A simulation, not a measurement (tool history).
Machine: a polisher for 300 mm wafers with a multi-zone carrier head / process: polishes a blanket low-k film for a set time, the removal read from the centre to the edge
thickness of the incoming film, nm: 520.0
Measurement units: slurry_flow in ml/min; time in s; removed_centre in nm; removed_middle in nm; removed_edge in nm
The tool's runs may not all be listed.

run,day,slurry_flow,centre_zone,middle_zone,edge_zone,slurry_solids,time,removed_centre,removed_middle,removed_edge
1,0.000,140,1.00,1.00,1.00,1.00,54,17.381,18.527,18.261
2,0.146,140,1.00,1.00,1.00,0.85,54,16.512,17.193,17.280
3,0.317,140,1.00,1.00,1.00,0.65,54,15.039,15.179,15.090
4,0.388,140,1.00,1.00,1.00,0.80,54,16.305,16.689,16.929
5,0.479,140,1.00,1.00,0.97,0.80,54,16.430,16.666,16.558
6,0.633,135,0.98,1.00,0.98,0.80,54,15.677,16.575,16.612

The next listed run, before its measurement:
7,0.921,130,0.97,1.00,0.98,0.80,54,?,?,?

For run 7 the tool returned removed_centre 15.544 nm, removed_middle 16.687 nm, removed_edge 16.380 nm.
